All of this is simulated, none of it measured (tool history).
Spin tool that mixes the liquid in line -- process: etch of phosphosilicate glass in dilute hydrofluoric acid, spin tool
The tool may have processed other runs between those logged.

| run | hour | temperature setpoint of the liquid (°C) | parts of water to one part of 49 % hydrofluoric acid (parts by volume) | time under the liquid (s) | thickness taken off the phosphosilicate glass on a monitor wafer (nm) |
|---|---|---|---|---|---|
| 1 | 0 | 22 | 120 | 15 | 10.765 |
| 2 | 5.3 | 22 | 120 | 15 | 10.748 |
| 3 | 13.4 | 22 | 140 | 15 | 8.9826 |
| 4 | 15.1 | 23 | 130 | 15 | 10.241 |
| 5 | 20.9 | 24 | 125 | 15 | 11.095 |
| 6 | 22 | 25 | 120 | 15 | 11.958 |
| 7 | 29.6 | 25.5 | 115 | 15 | 12.859 |

Estimate the outcome of run 8 from the log above:
| 8 | 33.1 | 29.5 | 80 | 15 | ? |

Run 8 measured thickness taken off the phosphosilicate glass on a monitor wafer (nm) 22.803.

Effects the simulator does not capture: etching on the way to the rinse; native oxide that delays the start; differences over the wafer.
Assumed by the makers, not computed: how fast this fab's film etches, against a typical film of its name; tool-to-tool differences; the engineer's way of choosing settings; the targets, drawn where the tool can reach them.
